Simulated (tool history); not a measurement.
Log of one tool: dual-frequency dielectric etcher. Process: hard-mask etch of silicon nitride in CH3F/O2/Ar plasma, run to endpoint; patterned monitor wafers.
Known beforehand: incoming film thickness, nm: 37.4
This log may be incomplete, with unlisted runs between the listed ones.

run  hour  source power (kW)  bias power (kW)  endpoint time (s)
  1     0               0.37             0.06             56.529
  2   1.6               0.35             0.06             57.749
  3   8.4               0.35             0.07             54.444
  4  10.9               0.35             0.08             51.539
  5  15.9               0.32             0.08             53.109
  6  19.3               0.31            0.077             54.336
  7  20.3                0.3            0.074             55.996
  8  23.3               0.29            0.072             57.551
  9  28.4               0.28            0.071             58.366

Run 10 comes next. What will it give?
 10  35.6               0.27             0.07                  ?

Run 10 yielded endpoint time (s) 59.412.
